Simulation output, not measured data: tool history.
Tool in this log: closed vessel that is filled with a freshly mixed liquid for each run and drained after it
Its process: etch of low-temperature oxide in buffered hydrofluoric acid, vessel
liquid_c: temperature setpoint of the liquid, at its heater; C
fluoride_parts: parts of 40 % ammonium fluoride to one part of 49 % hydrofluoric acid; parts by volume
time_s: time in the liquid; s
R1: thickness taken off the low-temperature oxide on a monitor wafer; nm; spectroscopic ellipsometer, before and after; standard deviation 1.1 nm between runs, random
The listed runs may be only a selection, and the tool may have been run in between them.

run 1 day=0.000 | liquid_c=21.0 fluoride_parts=21.0 time_s=95 | R1=76.819
run 2 day=0.338 | liquid_c=19.5 fluoride_parts=21.0 time_s=95 | R1=70.512
run 3 day=0.550 | liquid_c=21.5 fluoride_parts=21.0 time_s=95 | R1=78.882
run 4 day=0.779 | liquid_c=21.5 fluoride_parts=21.0 time_s=105 | R1=88.266
run 5 day=1.075 | liquid_c=18.5 fluoride_parts=21.0 time_s=105 | R1=74.903
run 6 day=1.188 | liquid_c=18.5 fluoride_parts=21.0 time_s=105 | R1=73.410
run 7 day=1.258 | liquid_c=20.0 fluoride_parts=21.0 time_s=105 | R1=80.484

Run 8 is up next; what results do you expect?
run 8 day=1.375 | liquid_c=21.5 fluoride_parts=21.0 time_s=105 | R1=?

{"run 8": {"R1": 86.084}}
